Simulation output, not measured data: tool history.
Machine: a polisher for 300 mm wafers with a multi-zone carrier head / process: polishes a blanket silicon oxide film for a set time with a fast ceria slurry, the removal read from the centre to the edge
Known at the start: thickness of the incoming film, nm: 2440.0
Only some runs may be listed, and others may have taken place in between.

| run | hour | flow of slurry (ml/min) | pressure of the head's centre zone | pressure of the head's middle zone | pressure of the head's edge zone | polishing time (s) | film removed at the wafer's centre (nm) | film removed at mid-radius (nm) | film removed at the wafer's edge (nm) |
|---|---|---|---|---|---|---|---|---|---|
| 1 | 0 | 130 | 1 | 1 | 1 | 45 | 913.43 | 962.32 | 926.68 |
| 2 | 1.6 | 145 | 1 | 1 | 1 | 45 | 942.47 | 990.09 | 937.46 |
| 3 | 7.3 | 150 | 1.04 | 1.03 | 1.04 | 48 | 1061.1 | 1061.2 | 1042.1 |
| 4 | 14.4 | 150 | 1.04 | 1.03 | 1.04 | 39 | 862.9 | 875.47 | 860.42 |
| 5 | 19.4 | 150 | 1.1 | 1.03 | 1.04 | 39 | 912.94 | 881.87 | 842.06 |
| 6 | 25.6 | 150 | 1.1 | 1.03 | 1.11 | 39 | 906.05 | 880.22 | 860.02 |
| 7 | 30.8 | 160 | 1.11 | 1.07 | 1.1 | 44 | 1048 | 1029.2 | 972.08 |
| 8 | 35.6 | 165 | 1.12 | 1.09 | 1.11 | 47 | 1134.8 | 1124.4 | 1044 |
| 9 | 38.1 | 170 | 1.13 | 1.1 | 1.12 | 50 | 1224.7 | 1192.7 | 1116.2 |

Run 10 is up next; what results do you expect?
| 10 | 39.4 | 175 | 1.13 | 1.12 | 1.13 | 52 | ? | ? | ? |

Run 10 measured film removed at the wafer's centre (nm) 1285.6, film removed at mid-radius (nm) 1284.1, film removed at the wafer's edge (nm) 1206.4.

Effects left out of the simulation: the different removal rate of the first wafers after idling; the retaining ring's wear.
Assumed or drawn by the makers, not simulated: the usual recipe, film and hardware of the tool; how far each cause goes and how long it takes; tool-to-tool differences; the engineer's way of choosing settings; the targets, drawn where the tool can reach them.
